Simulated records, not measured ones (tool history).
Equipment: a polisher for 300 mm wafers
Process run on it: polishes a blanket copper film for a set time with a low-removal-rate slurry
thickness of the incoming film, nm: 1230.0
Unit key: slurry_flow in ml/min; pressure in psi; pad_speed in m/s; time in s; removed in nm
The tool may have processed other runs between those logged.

run,hour,slurry_flow,pressure,pad_speed,slurry_solids,time,removed
1,0,175,2.9,0.86,1,42,118.27
2,4.9,175,2.9,0.86,0.85,42,107.72
3,13.2,175,2.4,0.8,0.85,42,85.563
4,21.7,175,2.1,0.76,0.85,42,72.112
5,28.9,205,2.1,0.76,0.85,42,72.981
6,35.4,205,2.1,0.76,0.65,42,65.777
7,38.8,205,1.9,0.76,0.65,42,59.613

Run 8 has not been measured yet. What should we expect?
8,47,205,1.8,0.76,0.65,42,?

{"run 8": {"removed": 57.064}}

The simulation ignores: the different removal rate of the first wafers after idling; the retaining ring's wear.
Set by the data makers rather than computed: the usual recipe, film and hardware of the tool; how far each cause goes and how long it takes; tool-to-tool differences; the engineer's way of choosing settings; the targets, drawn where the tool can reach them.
